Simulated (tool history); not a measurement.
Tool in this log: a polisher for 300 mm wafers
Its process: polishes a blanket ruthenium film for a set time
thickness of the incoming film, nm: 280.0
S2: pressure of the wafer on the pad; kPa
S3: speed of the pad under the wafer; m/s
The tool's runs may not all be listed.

run 1 hour=0 | flow_of_slurry_(ml/min)=125 S2=17.9 S3=1.02 polishing_time_(s)=42 | film_removed_(nm)=66.786
run 2 hour=8.7 | flow_of_slurry_(ml/min)=125 S2=17.9 S3=1.02 polishing_time_(s)=37 | film_removed_(nm)=57.152
run 3 hour=11.1 | flow_of_slurry_(ml/min)=125 S2=17.9 S3=0.9 polishing_time_(s)=37 | film_removed_(nm)=52.027
run 4 hour=18.2 | flow_of_slurry_(ml/min)=125 S2=17.9 S3=1.16 polishing_time_(s)=37 | film_removed_(nm)=66.349
run 5 hour=26.8 | flow_of_slurry_(ml/min)=120 S2=15.9 S3=1.16 polishing_time_(s)=37 | film_removed_(nm)=59.508
run 6 hour=30.5 | flow_of_slurry_(ml/min)=110 S2=15.9 S3=1.16 polishing_time_(s)=37 | film_removed_(nm)=58.827

Run 7 is up next; what results do you expect?
run 7 hour=34.3 | flow_of_slurry_(ml/min)=110 S2=14.5 S3=1.16 polishing_time_(s)=37 | film_removed_(nm)=?

For run 7 the tool returned film removed (nm) 54.581.

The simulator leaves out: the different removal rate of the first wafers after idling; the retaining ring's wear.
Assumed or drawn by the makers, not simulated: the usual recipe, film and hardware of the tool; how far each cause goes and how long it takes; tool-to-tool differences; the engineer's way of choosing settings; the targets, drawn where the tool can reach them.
